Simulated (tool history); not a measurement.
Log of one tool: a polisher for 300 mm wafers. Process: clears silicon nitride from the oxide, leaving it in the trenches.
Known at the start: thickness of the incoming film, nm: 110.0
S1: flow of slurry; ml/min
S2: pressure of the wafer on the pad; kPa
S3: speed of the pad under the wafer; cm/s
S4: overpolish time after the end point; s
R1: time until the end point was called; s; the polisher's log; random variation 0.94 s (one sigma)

run,hour,S1,S2,S3,S4,R1
1,0,255,15.9,116,27,109.38
2,8,255,13.8,116,27,124.91
3,12.4,255,14.5,116,27,121.6
4,18.2,255,15.2,116,27,110.88
5,23.2,255,15.9,116,27,109.27
6,28.6,255,15.9,116,30,107.83

Run 7 comes next. What will it give?
7,29.8,255,16.5,116,30,?

{"run 7": {"R1": 102.69}}
